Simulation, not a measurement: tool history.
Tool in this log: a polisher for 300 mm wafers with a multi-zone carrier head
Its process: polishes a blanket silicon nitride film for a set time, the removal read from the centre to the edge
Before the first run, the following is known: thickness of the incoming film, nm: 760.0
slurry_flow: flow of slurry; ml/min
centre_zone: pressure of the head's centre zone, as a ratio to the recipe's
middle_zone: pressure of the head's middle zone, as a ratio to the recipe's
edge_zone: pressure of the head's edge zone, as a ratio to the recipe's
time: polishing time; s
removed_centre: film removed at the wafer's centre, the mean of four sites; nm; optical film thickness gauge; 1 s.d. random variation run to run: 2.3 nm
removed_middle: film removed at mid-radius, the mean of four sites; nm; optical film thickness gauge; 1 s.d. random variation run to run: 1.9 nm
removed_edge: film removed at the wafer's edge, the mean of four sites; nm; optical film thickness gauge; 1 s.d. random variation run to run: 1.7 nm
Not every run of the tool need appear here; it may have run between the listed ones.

Run 1, day 0.000: slurry_flow 180 ml/min, centre_zone 1.00, middle_zone 1.00, edge_zone 1.00, time 76 s. Result: removed_centre 241.22 nm, removed_middle 243.77 nm, removed_edge 236.57 nm.
Run 2, day 0.092: slurry_flow 180 ml/min, centre_zone 1.00, middle_zone 1.00, edge_zone 1.00, time 69 s. Result: removed_centre 219.88 nm, removed_middle 220.92 nm, removed_edge 214.17 nm.
Run 3, day 0.271: slurry_flow 180 ml/min, centre_zone 1.00, middle_zone 1.00, edge_zone 1.00, time 52 s. Result: removed_centre 169.21 nm, removed_middle 164.89 nm, removed_edge 165.93 nm.
Run 4, day 0.338: slurry_flow 185 ml/min, centre_zone 1.00, middle_zone 1.01, edge_zone 1.00, time 52 s. Result: removed_centre 163.52 nm, removed_middle 165.73 nm, removed_edge 162.38 nm.
Run 5, day 0.542: slurry_flow 185 ml/min, centre_zone 1.00, middle_zone 1.02, edge_zone 1.01, time 53 s. Result: removed_centre 172.58 nm, removed_middle 172.80 nm, removed_edge 164.16 nm.
Run 6, day 0.900: slurry_flow 185 ml/min, centre_zone 1.00, middle_zone 1.02, edge_zone 1.01, time 35 s. Result: removed_centre 114.36 nm, removed_middle 112.96 nm, removed_edge 109.38 nm.
Run 7, day 1.254: slurry_flow 190 ml/min, centre_zone 1.00, middle_zone 1.02, edge_zone 1.01, time 38 s. Result: removed_centre 120.59 nm, removed_middle 124.49 nm, removed_edge 116.88 nm.
Run 8, day 1.433: slurry_flow 190 ml/min, centre_zone 1.00, middle_zone 1.02, edge_zone 1.01, time 41 s. Result: removed_centre 130.93 nm, removed_middle 133.50 nm, removed_edge 127.99 nm.
Run 9, day 1.621: slurry_flow 195 ml/min, centre_zone 1.00, middle_zone 1.02, edge_zone 1.01, time 43 s. Result: removed_centre 137.90 nm, removed_middle 141.74 nm, removed_edge 134.61 nm.
Run 10, day 1.821: slurry_flow 205 ml/min, centre_zone 1.00, middle_zone 1.02, edge_zone 1.01, time 44 s. Result: removed_centre 145.83 nm, removed_middle 142.98 nm, removed_edge 139.76 nm.
Run 11, day 1.858: slurry_flow 210 ml/min, centre_zone 0.99, middle_zone 1.03, edge_zone 1.01, time 45 s. Result: removed_centre 144.54 nm, removed_middle 151.29 nm, removed_edge 143.65 nm.
Run 12, day 2.012: slurry_flow 220 ml/min, centre_zone 0.99, middle_zone 1.03, edge_zone 1.01, time 46 s. Result: removed_centre 150.53 nm, removed_middle 151.49 nm, removed_edge 147.73 nm.
Run 13, day 2.079: slurry_flow 225 ml/min, centre_zone 0.99, middle_zone 1.04, edge_zone 1.01, time 47 s. Result: removed_centre 152.23 nm, removed_middle 157.48 nm, removed_edge 148.12 nm.
Run 14, day 2.208: slurry_flow 230 ml/min, centre_zone 0.99, middle_zone 1.04, edge_zone 1.01, time 48 s. Result: removed_centre 155.09 nm, removed_middle 158.79 nm, removed_edge 153.22 nm.
Run 15, day 2.308: slurry_flow 235 ml/min, centre_zone 0.99, middle_zone 1.05, edge_zone 1.01, time 49 s. Result: removed_centre 161.10 nm, removed_middle 166.01 nm, removed_edge 154.59 nm.
Run 16, day 2.488: slurry_flow 240 ml/min, centre_zone 0.99, middle_zone 1.05, edge_zone 1.01, time 50 s. Result: removed_centre 163.41 nm, removed_middle 170.21 nm, removed_edge 160.12 nm.
Run 17, day 2.838: slurry_flow 245 ml/min, centre_zone 0.99, middle_zone 1.05, edge_zone 1.01, time 50 s. Result: removed_centre 164.61 nm, removed_middle 170.80 nm, removed_edge 160.61 nm.
Run 18, day 2.992: slurry_flow 250 ml/min, centre_zone 0.99, middle_zone 1.05, edge_zone 1.01, time 50 s. Result: removed_centre 162.87 nm, removed_middle 170.61 nm, removed_edge 160.91 nm.
Run 19, day 3.146: slurry_flow 260 ml/min, centre_zone 0.99, middle_zone 1.07, edge_zone 1.02, time 52 s. Result: removed_centre 170.00 nm, removed_middle 182.96 nm, removed_edge 169.84 nm.

What will run 20 give?
Run 20, day 3.412: slurry_flow 280 ml/min, centre_zone 1.00, middle_zone 1.08, edge_zone 1.04, time 52 s. Result: removed_centre ?, removed_middle ?, removed_edge ?.

{"run 20": {"removed_centre": 178.24, "removed_middle": 181.36, "removed_edge": 171.08}}
